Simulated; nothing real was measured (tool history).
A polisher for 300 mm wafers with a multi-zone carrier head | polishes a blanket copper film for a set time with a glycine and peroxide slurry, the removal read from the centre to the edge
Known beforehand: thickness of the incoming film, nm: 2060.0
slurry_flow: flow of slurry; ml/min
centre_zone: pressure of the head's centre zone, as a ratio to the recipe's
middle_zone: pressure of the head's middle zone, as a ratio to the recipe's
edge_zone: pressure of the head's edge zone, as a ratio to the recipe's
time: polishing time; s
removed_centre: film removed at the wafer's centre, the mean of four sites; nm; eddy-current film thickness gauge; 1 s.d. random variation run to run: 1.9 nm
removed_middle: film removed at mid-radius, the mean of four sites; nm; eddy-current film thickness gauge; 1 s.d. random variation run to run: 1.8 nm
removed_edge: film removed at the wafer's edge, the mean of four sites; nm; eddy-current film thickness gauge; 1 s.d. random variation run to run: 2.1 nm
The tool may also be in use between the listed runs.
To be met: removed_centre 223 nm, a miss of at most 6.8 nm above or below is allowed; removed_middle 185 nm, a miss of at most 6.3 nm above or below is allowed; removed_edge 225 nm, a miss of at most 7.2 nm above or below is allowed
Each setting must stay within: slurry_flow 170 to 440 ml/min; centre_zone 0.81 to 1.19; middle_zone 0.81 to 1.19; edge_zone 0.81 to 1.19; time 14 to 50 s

run,hour,slurry_flow,centre_zone,middle_zone,edge_zone,time,removed_centre,removed_middle,removed_edge
1,0,280,1,1,1,32,162.1,155.14,157.09
2,2.9,340,1,1,1,32,163.85,157.81,162.15
3,7.9,355,1.02,0.98,1.05,34,176.71,165.92,175.84
4,15.9,365,1.04,0.95,1.08,36,191.67,170.23,187.66
5,24.7,375,1.05,0.93,1.11,37,198.16,175.74,198.01
6,30.9,380,1.06,0.91,1.13,38,207.46,177.86,203.4
7,34.8,385,1.06,0.89,1.15,39,211.75,174.68,211.3
8,39,395,1.07,0.92,1.19,41,225.32,192.94,225.59

Which single option among these 5 for the next run brings every result within its allowed miss of target? Just one does.
A,43.2,395,0.92,0.81,1.19,44,?,?,?
B,43.2,415,1.06,0.99,1.18,41,?,?,?
C,43.2,415,0.95,0.84,1.19,43,?,?,?
D,43.2,295,1.07,0.9,1.18,41,?,?,?
E,43.2,375,0.99,0.89,1.19,44,?,?,?

move,removed_centre,removed_middle,removed_edge
A,208.05,183.41,241.14
B,224.66,202.32,223.71
C,210.77,185.2,236.14
D,220.87,182.46,219.95
E,223.3,197.42,240.25
A: meets the target for the result that was furthest off, but another lies outside its allowed miss
B: moves away from the targets compared with the last run
C: meets the target for the result that was furthest off, but another lies outside its allowed miss
D: in spec on every target
E: moves away from the targets compared with the last run
Correct choice: D, which meets every target
